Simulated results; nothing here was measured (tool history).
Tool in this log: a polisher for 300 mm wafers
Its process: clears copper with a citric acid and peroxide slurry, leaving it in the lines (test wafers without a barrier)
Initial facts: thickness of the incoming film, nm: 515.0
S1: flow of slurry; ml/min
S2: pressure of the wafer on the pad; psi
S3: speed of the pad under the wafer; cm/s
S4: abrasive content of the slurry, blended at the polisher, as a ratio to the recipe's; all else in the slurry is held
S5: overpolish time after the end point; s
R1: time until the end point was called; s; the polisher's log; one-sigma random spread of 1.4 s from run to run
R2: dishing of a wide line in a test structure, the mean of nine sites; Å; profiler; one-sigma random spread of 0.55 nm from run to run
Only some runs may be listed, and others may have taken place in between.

| run | day | S1 | S2 | S3 | S4 | S5 | R1 | R2 |
|---|---|---|---|---|---|---|---|---|
| 1 | 0 | 130 | 3.4 | 138 | 1 | 19 | 159.43 | 405.25 |
| 2 | 0.358 | 135 | 3.4 | 138 | 1 | 17 | 159.52 | 367.31 |
| 3 | 0.721 | 160 | 3.4 | 138 | 1 | 17 | 155.04 | 371.12 |
| 4 | 0.942 | 130 | 3.4 | 138 | 1 | 17 | 159.25 | 365.47 |
| 5 | 1.292 | 130 | 2.7 | 138 | 1 | 17 | 192.66 | 303.79 |
| 6 | 1.467 | 135 | 2.9 | 138 | 1 | 15 | 180.89 | 295.43 |
| 7 | 1.75 | 140 | 3.1 | 138 | 1 | 14 | 170.73 | 294.65 |
| 8 | 2.079 | 140 | 3.2 | 138 | 1 | 13 | 165.19 | 274.7 |
| 9 | 2.292 | 140 | 3.3 | 138 | 1 | 13 | 161.54 | 289.38 |

Estimate the outcome of run 10 from the log above:
| 10 | 2.546 | 140 | 3.4 | 138 | 1 | 13 | ? | ? |

Run 10 measured R1 158.97 s, R2 298.31 Å.
